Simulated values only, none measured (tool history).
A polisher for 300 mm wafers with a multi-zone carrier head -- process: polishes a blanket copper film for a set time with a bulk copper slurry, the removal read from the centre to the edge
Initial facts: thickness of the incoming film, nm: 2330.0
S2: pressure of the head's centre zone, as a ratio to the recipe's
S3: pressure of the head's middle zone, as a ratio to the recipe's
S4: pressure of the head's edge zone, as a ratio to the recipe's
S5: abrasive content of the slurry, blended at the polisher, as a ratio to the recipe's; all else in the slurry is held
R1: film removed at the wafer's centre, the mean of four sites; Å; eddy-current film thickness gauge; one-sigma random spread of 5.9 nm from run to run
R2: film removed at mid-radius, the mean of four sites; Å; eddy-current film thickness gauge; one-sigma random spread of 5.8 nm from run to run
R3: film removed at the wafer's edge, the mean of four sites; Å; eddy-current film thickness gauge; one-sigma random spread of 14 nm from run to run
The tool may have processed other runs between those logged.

{"run": 1, "day": 0.0, "flow of slurry (ml/min)": 130, "S2": 1, "S3": 1, "S4": 1, "S5": 1, "polishing time (s)": 73, "R1": 8383.6, "R2": 8384.1, "R3": 8407.3}
{"run": 2, "day": 0.083, "flow of slurry (ml/min)": 130, "S2": 1, "S3": 1.08, "S4": 1, "S5": 1, "polishing time (s)": 73, "R1": 8472.3, "R2": 8912.9, "R3": 8597.2}
{"run": 3, "day": 0.171, "flow of slurry (ml/min)": 130, "S2": 1, "S3": 1.13, "S4": 1, "S5": 1, "polishing time (s)": 73, "R1": 8527.8, "R2": 9228.1, "R3": 8431.1}
{"run": 4, "day": 0.442, "flow of slurry (ml/min)": 130, "S2": 1, "S3": 1.13, "S4": 1, "S5": 1, "polishing time (s)": 86, "R1": 10049, "R2": 10719, "R3": 10044}
{"run": 5, "day": 0.617, "flow of slurry (ml/min)": 120, "S2": 1.01, "S3": 1.08, "S4": 1.01, "S5": 1, "polishing time (s)": 86, "R1": 9981.1, "R2": 10334, "R3": 9967}
{"run": 6, "day": 0.896, "flow of slurry (ml/min)": 100, "S2": 1.01, "S3": 1.08, "S4": 1.01, "S5": 1, "polishing time (s)": 86, "R1": 9597, "R2": 9987.6, "R3": 9691.6}
{"run": 7, "day": 1.121, "flow of slurry (ml/min)": 95, "S2": 1.02, "S3": 1.04, "S4": 1.03, "S5": 1, "polishing time (s)": 86, "R1": 9624.8, "R2": 9666, "R3": 9480}
{"run": 8, "day": 1.346, "flow of slurry (ml/min)": 80, "S2": 0.99, "S3": 0.94, "S4": 1.13, "S5": 1.15, "polishing time (s)": 87, "R1": 9305.3, "R2": 8984.7, "R3": 10640}

What will run 9 give?
{"run": 9, "day": 1.538, "flow of slurry (ml/min)": 80, "S2": 1, "S3": 0.92, "S4": 1.12, "S5": 1.15, "polishing time (s)": 87, "R1": "?", "R2": "?", "R3": "?"}

R1: 9358.3 Å
R2: 8893.5 Å
R3: 10285 Å
